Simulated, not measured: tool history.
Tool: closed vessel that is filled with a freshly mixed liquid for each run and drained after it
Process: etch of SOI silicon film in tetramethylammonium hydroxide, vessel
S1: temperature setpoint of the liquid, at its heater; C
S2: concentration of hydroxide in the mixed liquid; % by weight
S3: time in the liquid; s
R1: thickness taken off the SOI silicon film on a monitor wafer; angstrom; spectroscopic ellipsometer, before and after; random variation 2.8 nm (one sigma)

run  hour    S1    S2  S3      R1
  1   0.0  69.0  18.5  90  4452.4
  2   1.9  67.0  18.5  90  3953.0
  3   3.8  67.0  15.5  90  4221.1
  4  11.2  70.0  15.5  90  5032.7
  5  13.9  74.0  15.5  90  6337.7
  6  17.3  74.0  14.0  90  6640.2
  7  18.7  75.0  14.0  90  7052.0
  8  22.4  75.5  14.0  90  7232.1
  9  27.9  76.0  14.0  90  7510.0

The next listed run, before its measurement:
 10  29.0  76.5  14.0  90   ?

R1: 7680.4 angstrom
